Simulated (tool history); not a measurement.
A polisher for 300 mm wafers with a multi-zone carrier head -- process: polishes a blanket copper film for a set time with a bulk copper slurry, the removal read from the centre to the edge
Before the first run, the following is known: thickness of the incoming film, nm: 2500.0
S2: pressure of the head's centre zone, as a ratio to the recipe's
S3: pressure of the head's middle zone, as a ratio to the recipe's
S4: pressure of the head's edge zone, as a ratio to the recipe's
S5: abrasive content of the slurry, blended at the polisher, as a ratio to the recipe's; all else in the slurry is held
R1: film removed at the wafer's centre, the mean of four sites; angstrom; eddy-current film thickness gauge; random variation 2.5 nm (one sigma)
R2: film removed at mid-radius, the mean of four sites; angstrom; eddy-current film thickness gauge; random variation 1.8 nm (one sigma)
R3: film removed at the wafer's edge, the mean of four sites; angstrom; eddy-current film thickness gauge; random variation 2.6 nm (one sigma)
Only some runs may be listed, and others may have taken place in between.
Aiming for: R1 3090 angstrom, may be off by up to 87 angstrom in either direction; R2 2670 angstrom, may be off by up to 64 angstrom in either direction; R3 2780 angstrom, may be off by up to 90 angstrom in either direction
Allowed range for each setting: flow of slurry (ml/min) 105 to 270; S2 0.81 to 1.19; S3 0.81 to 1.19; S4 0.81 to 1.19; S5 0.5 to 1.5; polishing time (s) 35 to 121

{"run": 1, "hour": 0.0, "flow of slurry (ml/min)": 175, "S2": 1, "S3": 1, "S4": 1, "S5": 1, "polishing time (s)": 78, "R1": 4742.3, "R2": 4718.6, "R3": 4716}
{"run": 2, "hour": 1.2, "flow of slurry (ml/min)": 175, "S2": 1, "S3": 1, "S4": 1, "S5": 1, "polishing time (s)": 61, "R1": 3687, "R2": 3690.9, "R3": 3741.1}
{"run": 3, "hour": 6.2, "flow of slurry (ml/min)": 175, "S2": 1, "S3": 1.06, "S4": 1, "S5": 1, "polishing time (s)": 61, "R1": 3716.3, "R2": 3931.3, "R3": 3677.1}
{"run": 4, "hour": 11.6, "flow of slurry (ml/min)": 170, "S2": 1.02, "S3": 1.02, "S4": 0.96, "S5": 0.85, "polishing time (s)": 59, "R1": 3529.6, "R2": 3532.2, "R3": 3417.4}
{"run": 5, "hour": 17.3, "flow of slurry (ml/min)": 165, "S2": 1.03, "S3": 0.99, "S4": 0.92, "S5": 0.75, "polishing time (s)": 58, "R1": 3353.8, "R2": 3287.4, "R3": 3204.6}
{"run": 6, "hour": 18.5, "flow of slurry (ml/min)": 165, "S2": 0.96, "S3": 0.99, "S4": 0.92, "S5": 0.75, "polishing time (s)": 58, "R1": 3127.7, "R2": 3234.2, "R3": 3179.6}
{"run": 7, "hour": 26.3, "flow of slurry (ml/min)": 160, "S2": 0.99, "S3": 0.96, "S4": 0.89, "S5": 0.7, "polishing time (s)": 58, "R1": 3154.9, "R2": 3132.8, "R3": 3023}
{"run": 8, "hour": 28.6, "flow of slurry (ml/min)": 150, "S2": 1, "S3": 0.92, "S4": 0.88, "S5": 0.7, "polishing time (s)": 58, "R1": 3194.1, "R2": 2944.7, "R3": 3049.3}
{"run": 9, "hour": 33.7, "flow of slurry (ml/min)": 135, "S2": 1.04, "S3": 0.91, "S4": 0.81, "S5": 0.5, "polishing time (s)": 56, "R1": 2845, "R2": 2601.5, "R3": 2660.4}
{"run": 10, "hour": 42.6, "flow of slurry (ml/min)": 145, "S2": 1.05, "S3": 0.91, "S4": 0.82, "S5": 0.5, "polishing time (s)": 56, "R1": 2919.3, "R2": 2612, "R3": 2635.5}
{"run": 11, "hour": 44.1, "flow of slurry (ml/min)": 150, "S2": 1.05, "S3": 0.91, "S4": 0.84, "S5": 0.5, "polishing time (s)": 56, "R1": 2964.5, "R2": 2645.8, "R3": 2699.2}
{"run": 12, "hour": 49.9, "flow of slurry (ml/min)": 155, "S2": 1.05, "S3": 0.91, "S4": 0.85, "S5": 0.5, "polishing time (s)": 56, "R1": 2952.9, "R2": 2655.8, "R3": 2720.6}
{"run": 13, "hour": 57.8, "flow of slurry (ml/min)": 160, "S2": 1.06, "S3": 0.91, "S4": 0.86, "S5": 0.5, "polishing time (s)": 56, "R1": 3008.5, "R2": 2673.6, "R3": 2709.8}
{"run": 14, "hour": 58.6, "flow of slurry (ml/min)": 160, "S2": 1.06, "S3": 0.91, "S4": 0.87, "S5": 0.5, "polishing time (s)": 56, "R1": 3016.2, "R2": 2661, "R3": 2706.3}
{"run": 15, "hour": 60.3, "flow of slurry (ml/min)": 160, "S2": 1.06, "S3": 0.91, "S4": 0.88, "S5": 0.5, "polishing time (s)": 56, "R1": 3004.9, "R2": 2629.8, "R3": 2766.3}

Of the 5 settings listed for the next run, only one would bring every result within its allowed miss of target. Which one?
{"run": "A", "hour": 62.0, "flow of slurry (ml/min)": 135, "S2": 1.03, "S3": 0.89, "S4": 1, "S5": 0.55, "polishing time (s)": 56, "R1": "?", "R2": "?", "R3": "?"}
{"run": "B", "hour": 62.0, "flow of slurry (ml/min)": 175, "S2": 1.11, "S3": 0.93, "S4": 0.95, "S5": 0.5, "polishing time (s)": 55, "R1": "?", "R2": "?", "R3": "?"}
{"run": "C", "hour": 62.0, "flow of slurry (ml/min)": 105, "S2": 0.99, "S3": 0.89, "S4": 0.86, "S5": 0.7, "polishing time (s)": 57, "R1": "?", "R2": "?", "R3": "?"}
{"run": "D", "hour": 62.0, "flow of slurry (ml/min)": 140, "S2": 0.94, "S3": 0.85, "S4": 0.94, "S5": 0.5, "polishing time (s)": 60, "R1": "?", "R2": "?", "R3": "?"}
{"run": "E", "hour": 62.0, "flow of slurry (ml/min)": 150, "S2": 1.04, "S3": 0.89, "S4": 0.85, "S5": 0.7, "polishing time (s)": 52, "R1": "?", "R2": "?", "R3": "?"}

move=A R1=2923.7 R2=2609.6 R3=2882.3
move=B R1=3121.3 R2=2690.8 R3=2790.5
move=C R1=2914.2 R2=2707.9 R3=2883.1
move=D R1=2842.3 R2=2647.6 R3=2973.1
move=E R1=2943.7 R2=2600.7 R3=2718.9
A: further off than the last run
B: in spec on every target
C: further off than the last run
D: further off than the last run
E: further off than the last run
Move B is the one to make.

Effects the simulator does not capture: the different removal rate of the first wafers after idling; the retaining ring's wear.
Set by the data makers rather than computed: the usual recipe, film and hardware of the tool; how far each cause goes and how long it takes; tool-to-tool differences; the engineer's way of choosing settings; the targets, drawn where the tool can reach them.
